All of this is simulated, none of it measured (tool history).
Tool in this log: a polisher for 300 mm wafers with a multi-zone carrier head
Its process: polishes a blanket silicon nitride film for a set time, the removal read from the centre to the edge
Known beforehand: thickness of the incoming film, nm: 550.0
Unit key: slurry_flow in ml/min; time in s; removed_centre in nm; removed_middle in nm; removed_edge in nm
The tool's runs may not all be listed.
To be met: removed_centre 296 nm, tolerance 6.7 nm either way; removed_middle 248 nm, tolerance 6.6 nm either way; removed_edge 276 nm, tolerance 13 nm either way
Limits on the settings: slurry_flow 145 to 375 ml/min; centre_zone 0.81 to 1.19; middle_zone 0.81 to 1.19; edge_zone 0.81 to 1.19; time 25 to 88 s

run  hour  slurry_flow  centre_zone  middle_zone  edge_zone  time  removed_centre  removed_middle  removed_edge
  1     0          240            1            1          1    56          214.76          208.69        207.57
  2     7          250         1.04         0.99       1.06    59          237.41          217.86        230.69
  3  14.3          250         1.04         1.07       1.06    59          236.42          230.05        224.58
  4    22          265         1.07         1.06        1.1    61          249.95           240.9        243.82
  5  29.3          265         1.07         1.06       1.16    61          247.95          241.51         250.6
  6  34.9          280         1.11         1.04       1.17    62          264.01          239.02        251.06
  7  42.2          275         1.12         1.02       1.18    64          271.59          246.69        264.22
  8  49.9          285         1.13            1       1.18    65          277.91          244.97        264.31

Pick the move, out of 5, that brings all results within their allowed miss; only one does.
  A  57.6          260         1.19         0.98       1.19    67               ?               ?             ?
  B  57.6          360         1.15         1.03       1.06    64               ?               ?             ?
  C  57.6          340         1.19         0.99       1.12    61               ?               ?             ?
  D  57.6          260         0.96         0.95       1.19    68               ?               ?             ?
  E  57.6          230         1.12         0.98       1.19    66               ?               ?             ?

move  removed_centre  removed_middle  removed_edge
   A          293.59          246.87        278.78
   B          283.42          253.62        256.76
   C          274.98          232.61        250.82
   D          258.58          244.29        283.06
   E          273.35          239.87        271.75
A: hits every target within its allowed miss
B: nearer than the last run, and not there yet
C: moves away from the targets compared with the last run
D: moves away from the targets compared with the last run
E: moves away from the targets compared with the last run
The move that meets every target is A.
